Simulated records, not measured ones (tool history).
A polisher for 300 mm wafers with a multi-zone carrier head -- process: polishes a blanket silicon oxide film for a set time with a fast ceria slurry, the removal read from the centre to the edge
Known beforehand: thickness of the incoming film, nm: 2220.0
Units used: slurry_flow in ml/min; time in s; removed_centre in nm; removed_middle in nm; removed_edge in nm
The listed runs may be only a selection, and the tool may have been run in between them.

{"run": 1, "day": 0.0, "slurry_flow": 265, "centre_zone": 1.0, "middle_zone": 1.0, "edge_zone": 1.0, "time": 62, "removed_centre": 735.7, "removed_middle": 761.29, "removed_edge": 759.14}
{"run": 2, "day": 0.108, "slurry_flow": 255, "centre_zone": 0.99, "middle_zone": 1.0, "edge_zone": 0.98, "time": 58, "removed_centre": 682.57, "removed_middle": 711.79, "removed_edge": 703.63}
{"run": 3, "day": 0.367, "slurry_flow": 255, "centre_zone": 1.02, "middle_zone": 1.0, "edge_zone": 0.98, "time": 58, "removed_centre": 699.98, "removed_middle": 686.2, "removed_edge": 698.37}
{"run": 4, "day": 0.396, "slurry_flow": 245, "centre_zone": 1.01, "middle_zone": 1.0, "edge_zone": 0.96, "time": 54, "removed_centre": 647.99, "removed_middle": 653.37, "removed_edge": 648.26}
{"run": 5, "day": 0.725, "slurry_flow": 235, "centre_zone": 1.0, "middle_zone": 1.0, "edge_zone": 0.94, "time": 51, "removed_centre": 621.44, "removed_middle": 614.23, "removed_edge": 606.38}
{"run": 6, "day": 0.971, "slurry_flow": 230, "centre_zone": 0.98, "middle_zone": 1.0, "edge_zone": 0.93, "time": 48, "removed_centre": 566.14, "removed_middle": 569.37, "removed_edge": 563.22}
{"run": 7, "day": 1.242, "slurry_flow": 230, "centre_zone": 0.97, "middle_zone": 1.0, "edge_zone": 0.92, "time": 46, "removed_centre": 520.68, "removed_middle": 556.09, "removed_edge": 538.45}

The next listed run, before its measurement:
{"run": 8, "day": 1.567, "slurry_flow": 225, "centre_zone": 0.97, "middle_zone": 1.0, "edge_zone": 0.91, "time": 44, "removed_centre": "?", "removed_middle": "?", "removed_edge": "?"}

Run 8 gave removed_centre 492.41 nm, removed_middle 540.35 nm, removed_edge 509.58 nm.
